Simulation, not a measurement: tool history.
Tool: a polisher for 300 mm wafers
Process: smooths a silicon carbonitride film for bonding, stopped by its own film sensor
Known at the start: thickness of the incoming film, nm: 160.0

| run | hour | flow of slurry (ml/min) | pressure of the wafer on the pad (kPa) | speed of the pad under the wafer (m/s) | abrasive content of the slurry | target thickness at which the film sensor stops the polish (Å) | time until the film sensor stopped the polish (s) |
|---|---|---|---|---|---|---|---|
| 1 | 0.0 | 275 | 18.6 | 0.72 | 1.0 | 1430 | 68.964 |
| 2 | 4.0 | 275 | 17.9 | 0.72 | 1.0 | 1430 | 71.991 |
| 3 | 7.4 | 275 | 17.2 | 0.72 | 1.0 | 1430 | 72.871 |
| 4 | 11.0 | 220 | 17.2 | 0.72 | 1.0 | 1430 | 73.853 |
| 5 | 16.4 | 220 | 16.5 | 0.72 | 1.0 | 1430 | 75.899 |
| 6 | 21.3 | 220 | 15.9 | 0.72 | 1.0 | 1430 | 79.230 |
| 7 | 26.8 | 220 | 15.9 | 0.72 | 1.0 | 1430 | 79.779 |
| 8 | 33.2 | 220 | 15.2 | 0.72 | 1.0 | 1430 | 81.937 |

Forecast run 9:
| 9 | 35.5 | 220 | 14.5 | 0.72 | 1.0 | 1430 | ? |

Run 9 gave time until the film sensor stopped the polish (s) 83.785.

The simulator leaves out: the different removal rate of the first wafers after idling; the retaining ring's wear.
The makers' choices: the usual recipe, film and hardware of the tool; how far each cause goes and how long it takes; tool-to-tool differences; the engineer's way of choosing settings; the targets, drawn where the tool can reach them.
